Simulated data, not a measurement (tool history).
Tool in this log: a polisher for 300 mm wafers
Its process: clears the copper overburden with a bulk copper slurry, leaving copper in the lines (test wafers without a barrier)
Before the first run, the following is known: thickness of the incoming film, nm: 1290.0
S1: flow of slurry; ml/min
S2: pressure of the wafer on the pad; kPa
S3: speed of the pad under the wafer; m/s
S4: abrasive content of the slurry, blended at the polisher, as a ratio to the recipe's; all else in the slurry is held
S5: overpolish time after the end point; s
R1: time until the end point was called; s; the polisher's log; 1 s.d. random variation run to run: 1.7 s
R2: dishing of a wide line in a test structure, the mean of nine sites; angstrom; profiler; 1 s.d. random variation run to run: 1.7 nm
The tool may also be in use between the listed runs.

run	hour	S1	S2	S3	S4	S5	R1	R2
1	0	240	16.5	1.22	1	12	144.49	669.09
2	2.9	240	16.5	0.98	1	12	174.27	587.98
3	8.4	240	16.5	1.28	1	12	140.17	709.37
4	10.1	190	16.5	1.28	1	12	141.37	677.73
5	18.2	190	13.8	1.28	1	12	159.59	598.88
6	19	190	13.8	1.28	1	16	163.31	772.09
7	22	190	17.9	1.32	1	16	135.4	882.12
8	29.9	195	18.6	1.32	1	16	129.7	908.15
9	36.3	200	19.3	1.32	1	16	122.66	885.67

What will run 10 give?
10	37.7	200	19.3	1.32	1	17	?	?

R1: 120.47 s
R2: 965.88 angstrom

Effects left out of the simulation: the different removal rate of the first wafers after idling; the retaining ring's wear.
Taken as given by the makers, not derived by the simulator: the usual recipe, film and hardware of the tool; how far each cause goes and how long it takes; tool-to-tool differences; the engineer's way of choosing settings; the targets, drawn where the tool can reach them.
